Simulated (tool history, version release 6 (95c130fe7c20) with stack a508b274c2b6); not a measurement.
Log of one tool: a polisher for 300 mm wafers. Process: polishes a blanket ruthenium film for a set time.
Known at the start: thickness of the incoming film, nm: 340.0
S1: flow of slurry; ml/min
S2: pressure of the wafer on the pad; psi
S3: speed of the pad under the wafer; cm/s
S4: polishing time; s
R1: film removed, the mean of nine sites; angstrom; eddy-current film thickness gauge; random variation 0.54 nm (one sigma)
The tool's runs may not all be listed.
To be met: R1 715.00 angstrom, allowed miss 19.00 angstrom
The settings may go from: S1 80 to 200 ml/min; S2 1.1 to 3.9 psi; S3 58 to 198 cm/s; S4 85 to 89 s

| run | hour | S1 | S2 | S3 | S4 | R1 |
|---|---|---|---|---|---|---|
| 1 | 0.0 | 130 | 2.5 | 128 | 85 | 1192.30 |
| 2 | 7.2 | 125 | 2.4 | 128 | 85 | 1150.60 |
| 3 | 12.3 | 125 | 2.4 | 154 | 85 | 1316.70 |
| 4 | 14.4 | 125 | 2.4 | 166 | 85 | 1397.80 |
|  | 22.4 | worn pad replaced by a new one |
| 5 | 22.4 | 125 | 2.4 | 166 | 89 | 1540.40 |
| 6 | 27.2 | 125 | 2.0 | 166 | 89 | 1336.70 |
| 7 | 28.6 | 120 | 1.9 | 160 | 89 | 1218.40 |
| 8 | 33.8 | 115 | 1.8 | 156 | 89 | 1138.90 |
| 9 | 41.7 | 110 | 1.7 | 152 | 89 | 1057.80 |
| 10 | 48.5 | 110 | 1.7 | 152 | 89 | 1053.80 |
| 11 | 52.9 | 105 | 1.6 | 150 | 89 | 1000.50 |
| 12 | 56.6 | 105 | 1.5 | 148 | 89 | 934.70 |
| 13 | 64.2 | 105 | 1.4 | 146 | 89 | 869.24 |
| 14 | 67.7 | 100 | 1.2 | 142 | 89 | 751.64 |

Which of these 5 next moves meets every target?
| A | 71.2 | 110 | 1.2 | 120 | 89 | ? |
| B | 71.2 | 125 | 1.3 | 134 | 85 | ? |
| C | 71.2 | 85 | 1.2 | 160 | 89 | ? |
| D | 71.2 | 90 | 1.1 | 158 | 85 | ? |
| E | 71.2 | 80 | 1.2 | 170 | 87 | ? |

| move | R1 |
|---|---|
| A | 671.58 |
| B | 756.85 |
| C | 802.46 |
| D | 719.38 |
| E | 814.37 |
A: takes the result that was furthest off past its target
B: further off than the last run
C: further off than the last run
D: meets every target
E: further off than the last run
Move D is the one to make.
